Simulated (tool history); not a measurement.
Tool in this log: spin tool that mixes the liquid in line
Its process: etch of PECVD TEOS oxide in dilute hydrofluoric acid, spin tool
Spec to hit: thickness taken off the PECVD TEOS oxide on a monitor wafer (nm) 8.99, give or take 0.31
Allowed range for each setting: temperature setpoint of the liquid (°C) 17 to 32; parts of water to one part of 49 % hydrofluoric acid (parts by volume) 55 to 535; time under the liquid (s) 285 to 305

| run | day | temperature setpoint of the liquid (°C) | parts of water to one part of 49 % hydrofluoric acid (parts by volume) | time under the liquid (s) | thickness taken off the PECVD TEOS oxide on a monitor wafer (nm) |
|---|---|---|---|---|---|
| 1 | 0 | 24 | 295 | 285 | 17.52 |
| 2 | 0.096 | 24 | 295 | 305 | 18.764 |
| 3 | 0.175 | 23 | 295 | 305 | 17.802 |
| 4 | 0.467 | 21 | 320 | 305 | 15.215 |
| 5 | 0.725 | 21 | 320 | 285 | 14.097 |
| 6 | 0.783 | 20 | 345 | 285 | 12.511 |
| 7 | 0.967 | 19 | 365 | 285 | 11.251 |
| 8 | 1.004 | 18.5 | 380 | 285 | 10.412 |
| 9 | 1.025 | 18 | 390 | 285 | 9.9524 |
| 10 | 1.158 | 18 | 395 | 285 | 9.649 |
| 11 | 1.271 | 18 | 400 | 285 | 9.5462 |
| 12 | 1.533 | 18 | 405 | 285 | 9.3713 |

Which single option among these 5 for the next run brings every result within its allowed miss of target? Just one does.
| A | 1.796 | 17.5 | 430 | 300 | ? |
| B | 1.796 | 21.5 | 410 | 285 | ? |
| C | 1.796 | 19 | 425 | 300 | ? |
| D | 1.796 | 18 | 390 | 285 | ? |
| E | 1.796 | 17 | 410 | 305 | ? |

| move | thickness taken off the PECVD TEOS oxide on a monitor wafer (nm) |
|---|---|
| A | 8.883 |
| B | 10.329 |
| C | 9.51 |
| D | 9.7728 |
| E | 9.4485 |
A: in spec on every target
B: its largest miss is bigger than the last run's
C: its largest miss is bigger than the last run's
D: its largest miss is bigger than the last run's
E: its largest miss is bigger than the last run's
Go with A: it meets all targets.
